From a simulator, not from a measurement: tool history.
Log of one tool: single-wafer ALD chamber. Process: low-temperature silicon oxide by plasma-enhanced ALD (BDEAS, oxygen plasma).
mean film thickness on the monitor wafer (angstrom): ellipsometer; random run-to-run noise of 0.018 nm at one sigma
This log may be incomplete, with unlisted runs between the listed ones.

run    day  heater temperature setpoint (deg C)  number of ALD cycles (cycles)  mean film thickness on the monitor wafer (angstrom)
  1      0                                  120                             59                                               82.418
  2  0.096                                  120                             58                                               81.003
  3  0.375                                  111                             58                                                81.87
  4  0.688                                  119                             58                                               80.868
  5  0.875                                  125                             58                                               80.637
  6  1.046                                  114                             58                                               81.527
  7  1.212                                  114                             57                                               80.435
  8  1.304                                  114                             56                                               79.018
  9  1.533                                  114                             55                                               77.724
 10  1.662                                  114                             54                                               76.028

Run 11 has not been measured yet. What should we expect?
 11  1.967                                  114                             53                                                    ?

{"run 11": {"mean film thickness on the monitor wafer (angstrom)": 74.957}}
